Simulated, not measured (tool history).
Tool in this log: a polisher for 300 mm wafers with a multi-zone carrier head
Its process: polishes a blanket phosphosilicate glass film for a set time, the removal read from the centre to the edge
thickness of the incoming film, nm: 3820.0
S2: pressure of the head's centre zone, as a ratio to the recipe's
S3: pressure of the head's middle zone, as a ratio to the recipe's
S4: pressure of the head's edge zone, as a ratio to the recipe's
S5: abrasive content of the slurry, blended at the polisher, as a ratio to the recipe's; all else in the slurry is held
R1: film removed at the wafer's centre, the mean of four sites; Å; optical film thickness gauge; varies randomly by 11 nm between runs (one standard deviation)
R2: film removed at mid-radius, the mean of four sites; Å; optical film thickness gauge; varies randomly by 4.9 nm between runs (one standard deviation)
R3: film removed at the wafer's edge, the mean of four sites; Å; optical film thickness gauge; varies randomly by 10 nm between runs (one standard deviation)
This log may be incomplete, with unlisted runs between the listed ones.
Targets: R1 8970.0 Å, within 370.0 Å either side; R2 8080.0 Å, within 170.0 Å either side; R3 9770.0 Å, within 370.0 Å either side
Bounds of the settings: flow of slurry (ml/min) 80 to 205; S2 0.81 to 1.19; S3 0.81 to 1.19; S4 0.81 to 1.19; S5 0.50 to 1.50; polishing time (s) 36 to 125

{"run": 1, "day": 0.0, "flow of slurry (ml/min)": 135, "S2": 1.0, "S3": 1.0, "S4": 1.0, "S5": 1.0, "polishing time (s)": 80, "R1": 9085.3, "R2": 9128.4, "R3": 9250.1}
{"run": 2, "day": 0.271, "flow of slurry (ml/min)": 135, "S2": 1.0, "S3": 1.0, "S4": 1.0, "S5": 1.0, "polishing time (s)": 69, "R1": 7908.7, "R2": 7770.5, "R3": 7906.8}
{"run": 3, "day": 0.638, "flow of slurry (ml/min)": 145, "S2": 1.0, "S3": 0.97, "S4": 1.06, "S5": 1.05, "polishing time (s)": 69, "R1": 8223.8, "R2": 8005.6, "R3": 8351.9}
{"run": 4, "day": 0.662, "flow of slurry (ml/min)": 145, "S2": 1.0, "S3": 0.97, "S4": 1.1, "S5": 1.05, "polishing time (s)": 69, "R1": 8150.1, "R2": 8080.8, "R3": 8706.4}
{"run": 5, "day": 0.854, "flow of slurry (ml/min)": 115, "S2": 1.0, "S3": 0.97, "S4": 1.1, "S5": 1.05, "polishing time (s)": 69, "R1": 7671.0, "R2": 7547.6, "R3": 8453.6}
{"run": 6, "day": 0.892, "flow of slurry (ml/min)": 115, "S2": 0.95, "S3": 0.97, "S4": 1.1, "S5": 1.05, "polishing time (s)": 69, "R1": 7398.6, "R2": 7659.3, "R3": 8324.9}
{"run": 7, "day": 0.992, "flow of slurry (ml/min)": 120, "S2": 0.99, "S3": 0.96, "S4": 1.13, "S5": 1.1, "polishing time (s)": 69, "R1": 8062.5, "R2": 7836.8, "R3": 8706.7}
{"run": 8, "day": 1.079, "flow of slurry (ml/min)": 115, "S2": 0.99, "S3": 0.94, "S4": 1.15, "S5": 1.15, "polishing time (s)": 70, "R1": 8183.7, "R2": 7858.7, "R3": 9068.7}
{"run": 9, "day": 1.388, "flow of slurry (ml/min)": 115, "S2": 0.99, "S3": 0.94, "S4": 1.15, "S5": 1.15, "polishing time (s)": 70, "R1": 7957.5, "R2": 7829.4, "R3": 9082.8}
{"run": 10, "day": 1.746, "flow of slurry (ml/min)": 120, "S2": 1.02, "S3": 0.93, "S4": 1.16, "S5": 1.15, "polishing time (s)": 70, "R1": 8658.4, "R2": 7852.0, "R3": 9257.2}
{"run": 11, "day": 1.921, "flow of slurry (ml/min)": 120, "S2": 1.02, "S3": 0.92, "S4": 1.17, "S5": 1.15, "polishing time (s)": 70, "R1": 8529.0, "R2": 7759.2, "R3": 9027.5}
{"run": 12, "day": 2.283, "flow of slurry (ml/min)": 115, "S2": 1.02, "S3": 0.92, "S4": 1.18, "S5": 1.2, "polishing time (s)": 70, "R1": 8307.0, "R2": 7769.9, "R3": 9317.0}

Below are 5 possible settings for the next run. Only one of them brings all results inside the allowed miss of their targets. Which is it?
{"run": "A", "day": 2.646, "flow of slurry (ml/min)": 80, "S2": 1.1, "S3": 0.95, "S4": 1.19, "S5": 1.2, "polishing time (s)": 80, "R1": "?", "R2": "?", "R3": "?"}
{"run": "B", "day": 2.646, "flow of slurry (ml/min)": 105, "S2": 0.98, "S3": 0.97, "S4": 1.13, "S5": 1.3, "polishing time (s)": 67, "R1": "?", "R2": "?", "R3": "?"}
{"run": "C", "day": 2.646, "flow of slurry (ml/min)": 80, "S2": 0.9, "S3": 0.84, "S4": 1.19, "S5": 1.5, "polishing time (s)": 75, "R1": "?", "R2": "?", "R3": "?"}
{"run": "D", "day": 2.646, "flow of slurry (ml/min)": 95, "S2": 1.0, "S3": 0.86, "S4": 1.19, "S5": 1.35, "polishing time (s)": 71, "R1": "?", "R2": "?", "R3": "?"}
{"run": "E", "day": 2.646, "flow of slurry (ml/min)": 90, "S2": 1.05, "S3": 0.82, "S4": 1.19, "S5": 1.4, "polishing time (s)": 75, "R1": "?", "R2": "?", "R3": "?"}

move=A R1=9109.0 R2=8084.3 R3=9738.6
move=B R1=7914.0 R2=7900.8 R3=8825.5
move=C R1=7680.7 R2=7549.3 R3=10075.0
move=D R1=8371.3 R2=7452.1 R3=9532.1
move=E R1=9219.2 R2=7538.6 R3=10101.0
A: in spec on every target
B: the biggest miss grows against the last run
C: the biggest miss grows against the last run
D: the biggest miss grows against the last run
E: the biggest miss grows against the last run
So the answer is move A, the one that meets all the targets.

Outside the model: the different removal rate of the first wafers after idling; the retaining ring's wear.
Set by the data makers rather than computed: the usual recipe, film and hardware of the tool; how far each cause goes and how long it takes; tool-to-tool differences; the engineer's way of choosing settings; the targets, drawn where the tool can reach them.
